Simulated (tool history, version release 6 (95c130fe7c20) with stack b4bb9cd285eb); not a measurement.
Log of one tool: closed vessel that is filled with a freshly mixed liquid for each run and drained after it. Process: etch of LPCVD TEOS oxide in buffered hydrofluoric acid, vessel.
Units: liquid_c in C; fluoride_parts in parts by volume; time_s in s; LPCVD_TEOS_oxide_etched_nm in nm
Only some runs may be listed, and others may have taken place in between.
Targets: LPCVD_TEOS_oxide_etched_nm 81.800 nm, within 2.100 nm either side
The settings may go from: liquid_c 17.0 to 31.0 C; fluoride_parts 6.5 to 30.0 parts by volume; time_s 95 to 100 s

{"run": 1, "hour": 0.0, "liquid_c": 23.0, "fluoride_parts": 19.5, "time_s": 95, "LPCVD_TEOS_oxide_etched_nm": 69.515}
{"run": 2, "hour": 8.4, "liquid_c": 20.5, "fluoride_parts": 19.5, "time_s": 95, "LPCVD_TEOS_oxide_etched_nm": 61.386}
{"run": 3, "hour": 13.9, "liquid_c": 20.5, "fluoride_parts": 19.5, "time_s": 95, "LPCVD_TEOS_oxide_etched_nm": 60.734}
{"run": 4, "hour": 22.2, "liquid_c": 21.5, "fluoride_parts": 19.5, "time_s": 95, "LPCVD_TEOS_oxide_etched_nm": 63.529}
{"run": 5, "hour": 29.5, "liquid_c": 21.5, "fluoride_parts": 19.5, "time_s": 100, "LPCVD_TEOS_oxide_etched_nm": 67.083}
{"run": 6, "hour": 34.0, "liquid_c": 22.0, "fluoride_parts": 19.5, "time_s": 100, "LPCVD_TEOS_oxide_etched_nm": 70.384}
{"run": 7, "hour": 38.0, "liquid_c": 22.5, "fluoride_parts": 19.5, "time_s": 100, "LPCVD_TEOS_oxide_etched_nm": 70.661}
{"run": 8, "hour": 39.6, "liquid_c": 23.0, "fluoride_parts": 19.5, "time_s": 100, "LPCVD_TEOS_oxide_etched_nm": 72.935}
{"run": 9, "hour": 45.7, "liquid_c": 23.5, "fluoride_parts": 19.5, "time_s": 100, "LPCVD_TEOS_oxide_etched_nm": 74.765}
{"run": 10, "hour": 49.4, "liquid_c": 24.0, "fluoride_parts": 19.5, "time_s": 100, "LPCVD_TEOS_oxide_etched_nm": 77.174}
{"run": 11, "hour": 51.5, "liquid_c": 24.5, "fluoride_parts": 19.5, "time_s": 100, "LPCVD_TEOS_oxide_etched_nm": 79.465}

Which one of the following 5 next-run settings gets every result inside its allowed miss? There is exactly one.
{"run": "A", "hour": 53.6, "liquid_c": 25.5, "fluoride_parts": 20.5, "time_s": 95, "LPCVD_TEOS_oxide_etched_nm": "?"}
{"run": "B", "hour": 53.6, "liquid_c": 24.0, "fluoride_parts": 18.5, "time_s": 95, "LPCVD_TEOS_oxide_etched_nm": "?"}
{"run": "C", "hour": 53.6, "liquid_c": 25.0, "fluoride_parts": 21.0, "time_s": 100, "LPCVD_TEOS_oxide_etched_nm": "?"}
{"run": "D", "hour": 53.6, "liquid_c": 22.5, "fluoride_parts": 17.0, "time_s": 100, "LPCVD_TEOS_oxide_etched_nm": "?"}
{"run": "E", "hour": 53.6, "liquid_c": 23.0, "fluoride_parts": 17.5, "time_s": 95, "LPCVD_TEOS_oxide_etched_nm": "?"}

move=A LPCVD_TEOS_oxide_etched_nm=76.885
move=B LPCVD_TEOS_oxide_etched_nm=77.823
move=C LPCVD_TEOS_oxide_etched_nm=77.469
move=D LPCVD_TEOS_oxide_etched_nm=81.994
move=E LPCVD_TEOS_oxide_etched_nm=77.816
A: its largest miss is bigger than the last run's
B: its largest miss is bigger than the last run's
C: its largest miss is bigger than the last run's
D: all results land within tolerance of their targets
E: its largest miss is bigger than the last run's
The move that meets every target is D.

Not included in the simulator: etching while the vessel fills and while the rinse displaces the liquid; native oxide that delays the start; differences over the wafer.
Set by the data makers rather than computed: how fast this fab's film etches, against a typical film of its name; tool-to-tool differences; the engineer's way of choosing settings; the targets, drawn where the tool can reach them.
